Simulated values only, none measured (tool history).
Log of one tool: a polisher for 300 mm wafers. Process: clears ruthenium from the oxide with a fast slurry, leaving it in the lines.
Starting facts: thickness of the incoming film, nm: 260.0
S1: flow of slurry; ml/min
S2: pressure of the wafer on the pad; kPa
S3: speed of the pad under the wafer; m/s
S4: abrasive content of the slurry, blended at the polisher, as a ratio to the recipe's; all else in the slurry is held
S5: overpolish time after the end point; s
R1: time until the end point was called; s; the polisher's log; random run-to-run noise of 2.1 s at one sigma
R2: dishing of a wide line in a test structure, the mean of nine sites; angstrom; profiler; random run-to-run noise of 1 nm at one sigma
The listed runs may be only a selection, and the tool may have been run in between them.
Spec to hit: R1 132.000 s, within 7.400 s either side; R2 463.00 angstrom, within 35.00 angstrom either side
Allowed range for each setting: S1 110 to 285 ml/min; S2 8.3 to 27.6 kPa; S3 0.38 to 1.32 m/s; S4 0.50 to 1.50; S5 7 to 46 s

run,hour,S1,S2,S3,S4,S5,R1,R2
1,0.0,180,17.9,0.84,1.00,24,79.757,691.04
2,4.2,180,16.5,0.84,1.00,24,86.031,626.38
3,5.7,180,16.5,0.84,1.20,24,77.174,750.33
4,14.6,135,16.5,0.84,1.20,24,80.821,694.71
5,15.4,135,15.2,0.84,1.20,24,87.075,670.36
6,18.9,115,15.2,0.84,1.20,24,88.026,635.67
7,27.9,115,13.8,0.84,1.20,24,91.657,599.06
8,31.9,115,9.0,0.70,1.20,27,148.480,445.72
9,40.4,115,9.7,0.70,1.20,27,139.850,470.07
10,41.3,115,9.7,0.70,1.20,27,140.460,465.42

Which one of the following 4 next-run settings gets every result inside its allowed miss? There is exactly one.
A,42.2,155,11.0,0.64,1.25,21,?,?
B,42.2,190,12.4,0.46,1.45,26,?,?
C,42.2,110,8.3,0.96,1.20,22,?,?
D,42.2,110,8.3,0.78,1.35,26,?,?

move,R1,R2
A,135.630,392.08
B,157.150,416.62
C,117.080,467.60
D,135.690,475.90
A: brings the result that was furthest off to its target, and leaves another outside
B: lands further from the targets than the last run did
C: moves the result that the last run missed by most past its target, out the other side
D: every result within its allowed miss
The move that meets every target is D.
